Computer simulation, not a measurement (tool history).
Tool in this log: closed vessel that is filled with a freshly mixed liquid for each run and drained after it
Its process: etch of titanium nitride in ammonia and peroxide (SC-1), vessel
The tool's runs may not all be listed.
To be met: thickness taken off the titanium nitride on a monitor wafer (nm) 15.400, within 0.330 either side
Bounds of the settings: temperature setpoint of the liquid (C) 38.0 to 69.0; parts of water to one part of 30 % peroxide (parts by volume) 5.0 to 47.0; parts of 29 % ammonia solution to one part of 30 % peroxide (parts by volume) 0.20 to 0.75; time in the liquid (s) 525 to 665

run	hour	temperature setpoint of the liquid (C)	parts of water to one part of 30 % peroxide (parts by volume)	parts of 29 % ammonia solution to one part of 30 % peroxide (parts by volume)	time in the liquid (s)	thickness taken off the titanium nitride on a monitor wafer (nm)
1	0.0	53.0	26.0	0.45	665	20.606
2	3.0	53.0	22.0	0.45	665	22.697
3	11.1	53.0	27.5	0.45	665	19.941
4	15.2	52.5	27.5	0.45	665	19.196
5	23.9	52.5	19.0	0.45	665	23.609
6	25.8	59.5	19.0	0.45	665	37.663
7	28.5	58.0	19.0	0.45	665	34.413
8	33.8	56.5	19.0	0.45	665	31.162
9	40.7	55.0	19.0	0.45	665	28.172
10	43.9	54.0	19.0	0.45	665	26.273
11	46.9	54.0	19.0	0.45	665	26.275
12	53.3	53.0	19.0	0.45	665	24.607

5 next moves are on the table. One of them brings every result within its allowed miss. Which?
A	59.7	56.5	8.5	0.45	650	?
B	59.7	57.0	16.0	0.25	645	?
C	59.7	48.5	21.0	0.45	605	?
D	59.7	58.0	14.5	0.25	665	?
E	59.7	51.5	22.5	0.55	530	?

move	thickness taken off the titanium nitride on a monitor wafer (nm)
A	46.530
B	30.511
C	15.351
D	35.508
E	16.555
A: lands further from the targets than the last run did
B: lands further from the targets than the last run did
C: every result within its allowed miss
D: lands further from the targets than the last run did
E: closer than the last run, but not yet in spec
Move C is the one to make.

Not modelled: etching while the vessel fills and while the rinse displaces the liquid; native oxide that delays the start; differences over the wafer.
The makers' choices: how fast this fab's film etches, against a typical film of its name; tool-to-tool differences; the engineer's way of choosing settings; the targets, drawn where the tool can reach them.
